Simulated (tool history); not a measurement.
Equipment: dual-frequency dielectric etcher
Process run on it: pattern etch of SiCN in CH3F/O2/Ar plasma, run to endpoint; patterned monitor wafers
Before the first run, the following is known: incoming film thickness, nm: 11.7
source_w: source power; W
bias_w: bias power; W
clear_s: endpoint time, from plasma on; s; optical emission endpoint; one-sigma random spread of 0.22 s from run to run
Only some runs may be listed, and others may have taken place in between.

| run | hour | source_w | bias_w | clear_s |
|---|---|---|---|---|
| 1 | 0 | 370 | 102 | 28.432 |
| 2 | 2.8 | 340 | 98 | 29.942 |
| 3 | 9.2 | 370 | 98 | 28.735 |
| 4 | 10.8 | 340 | 96 | 29.705 |
| 5 | 13.4 | 340 | 110 | 28.76 |
| 6 | 17.2 | 360 | 110 | 27.815 |
| 7 | 23.6 | 330 | 106 | 29.001 |

Run 8 comes next. What will it give?
| 8 | 28.3 | 260 | 85 | ? |

Run 8 gave clear_s 35.548 s.

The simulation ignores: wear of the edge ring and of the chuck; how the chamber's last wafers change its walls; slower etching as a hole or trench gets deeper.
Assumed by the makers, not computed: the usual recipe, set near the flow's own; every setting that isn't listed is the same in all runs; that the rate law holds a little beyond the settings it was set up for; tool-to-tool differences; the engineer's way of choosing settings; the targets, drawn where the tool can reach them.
